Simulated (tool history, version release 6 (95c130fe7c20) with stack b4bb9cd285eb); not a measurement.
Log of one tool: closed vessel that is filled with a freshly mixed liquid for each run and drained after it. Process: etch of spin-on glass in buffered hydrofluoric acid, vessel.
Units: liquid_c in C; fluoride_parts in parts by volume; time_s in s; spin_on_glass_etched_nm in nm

run	hour	liquid_c	fluoride_parts	time_s	spin_on_glass_etched_nm
1	0.0	22.0	9.0	30	43.030
2	5.0	22.0	7.0	30	56.594
3	8.7	20.5	7.0	30	51.833
4	17.6	20.5	7.0	30	51.469
5	24.1	20.0	7.0	30	50.269
6	31.3	19.5	7.0	30	49.096

Forecast run 7:
7	37.5	19.0	7.0	30	?

Run 7 gave spin_on_glass_etched_nm 47.792 nm.

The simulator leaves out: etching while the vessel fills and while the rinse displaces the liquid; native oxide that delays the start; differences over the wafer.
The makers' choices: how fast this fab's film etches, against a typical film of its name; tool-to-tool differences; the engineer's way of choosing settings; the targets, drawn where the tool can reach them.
